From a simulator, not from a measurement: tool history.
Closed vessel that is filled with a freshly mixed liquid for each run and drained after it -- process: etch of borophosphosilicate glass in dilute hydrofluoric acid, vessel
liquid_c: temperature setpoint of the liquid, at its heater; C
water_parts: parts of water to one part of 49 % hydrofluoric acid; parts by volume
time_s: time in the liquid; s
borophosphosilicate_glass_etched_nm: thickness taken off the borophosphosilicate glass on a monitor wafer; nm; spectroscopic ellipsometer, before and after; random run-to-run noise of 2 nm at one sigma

run,hour,liquid_c,water_parts,time_s,borophosphosilicate_glass_etched_nm
1,0.0,21.0,85,235,74.242
2,6.6,21.0,100,235,61.401
3,11.5,22.5,80,240,85.272
4,12.3,22.5,80,250,88.982
5,14.5,21.0,80,250,82.105
6,22.0,23.0,65,250,113.320
7,27.3,24.5,55,250,144.110
8,29.7,25.5,50,250,166.870
# hour 35.1: hydrofluoric acid flow meter replaced
9,35.1,26.5,45,250,216.550
10,38.2,27.0,45,250,218.440
11,40.5,29.0,35,250,308.390
12,41.5,28.5,35,250,306.170
13,50.0,28.0,35,250,301.950

Run 14, settings as shown, results not yet in. Your forecast:
14,52.0,27.5,35,250,?

{"run 14": {"borophosphosilicate_glass_etched_nm": 292.53}}

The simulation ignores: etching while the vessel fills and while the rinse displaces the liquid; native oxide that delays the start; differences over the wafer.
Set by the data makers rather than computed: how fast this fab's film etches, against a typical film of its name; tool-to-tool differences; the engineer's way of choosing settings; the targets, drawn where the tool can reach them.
